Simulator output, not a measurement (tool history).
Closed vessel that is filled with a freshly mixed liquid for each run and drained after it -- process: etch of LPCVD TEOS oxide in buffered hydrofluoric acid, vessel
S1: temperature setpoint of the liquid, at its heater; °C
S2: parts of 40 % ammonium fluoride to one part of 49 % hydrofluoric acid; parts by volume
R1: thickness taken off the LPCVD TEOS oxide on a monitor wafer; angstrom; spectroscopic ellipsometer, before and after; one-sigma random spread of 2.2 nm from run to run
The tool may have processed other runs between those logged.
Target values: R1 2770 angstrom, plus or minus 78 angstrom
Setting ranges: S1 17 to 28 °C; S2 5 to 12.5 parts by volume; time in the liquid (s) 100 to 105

{"run": 1, "hour": 0.0, "S1": 20, "S2": 7.5, "time in the liquid (s)": 100, "R1": 3333.3}
{"run": 2, "hour": 6.3, "S1": 20, "S2": 7.5, "time in the liquid (s)": 100, "R1": 3273.1}
{"run": 3, "hour": 8.3, "S1": 20, "S2": 7.5, "time in the liquid (s)": 105, "R1": 3407}
{"run": 4, "hour": 9.2, "S1": 21.5, "S2": 7.5, "time in the liquid (s)": 105, "R1": 3808.6}
{"run": 5, "hour": 12.6, "S1": 25, "S2": 7.5, "time in the liquid (s)": 105, "R1": 4592.8}
{"run": 6, "hour": 16.2, "S1": 23.5, "S2": 7.5, "time in the liquid (s)": 105, "R1": 4183.2}
{"run": 7, "hour": 25.0, "S1": 21.5, "S2": 7.5, "time in the liquid (s)": 105, "R1": 3748.3}
{"run": 8, "hour": 28.7, "S1": 20, "S2": 7.5, "time in the liquid (s)": 105, "R1": 3425}
{"run": 9, "hour": 34.0, "S1": 20, "S2": 7.5, "time in the liquid (s)": 105, "R1": 3443.3}

4 next moves are on the table. One of them brings every result within its allowed miss. Which?
{"run": "A", "hour": 39.3, "S1": 24.5, "S2": 7, "time in the liquid (s)": 105, "R1": "?"}
{"run": "B", "hour": 39.3, "S1": 21.5, "S2": 5.5, "time in the liquid (s)": 105, "R1": "?"}
{"run": "C", "hour": 39.3, "S1": 17, "S2": 7.5, "time in the liquid (s)": 100, "R1": "?"}
{"run": "D", "hour": 39.3, "S1": 21, "S2": 6.5, "time in the liquid (s)": 105, "R1": "?"}

move=A R1=4758
move=B R1=4967
move=C R1=2770.8
move=D R1=4187.2
A: moves away from the targets compared with the last run
B: moves away from the targets compared with the last run
C: every result within its allowed miss
D: moves away from the targets compared with the last run
C is the move that brings every result within its allowed miss.
